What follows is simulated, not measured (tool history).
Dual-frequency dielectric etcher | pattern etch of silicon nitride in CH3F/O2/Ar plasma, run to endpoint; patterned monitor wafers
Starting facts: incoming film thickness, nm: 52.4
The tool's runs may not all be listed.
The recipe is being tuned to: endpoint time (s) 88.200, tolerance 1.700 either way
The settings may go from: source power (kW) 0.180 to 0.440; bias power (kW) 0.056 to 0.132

run,hour,source power (kW),bias power (kW),endpoint time (s)
1,0.0,0.310,0.094,78.580
2,1.9,0.290,0.093,81.108
3,7.5,0.280,0.092,83.580
4,12.4,0.270,0.092,83.922
5,20.1,0.270,0.099,81.452
6,22.1,0.260,0.098,82.433
7,27.0,0.200,0.094,94.735
8,34.8,0.210,0.094,92.756
9,42.8,0.220,0.094,90.351

Exactly one of the 4 candidate moves below puts every result within its allowed miss. Which one?
A,50.8,0.180,0.111,?
B,50.8,0.250,0.089,?
C,50.8,0.250,0.095,?
D,50.8,0.240,0.100,?

move,endpoint time (s)
A,90.523
B,87.424
C,84.527
D,83.827
A: its largest miss is bigger than the last run's
B: all results land within tolerance of their targets
C: the result that was furthest off in the last run now lies on the other side of its target
D: the result that was furthest off in the last run now lies on the other side of its target
Go with B: it meets all targets.
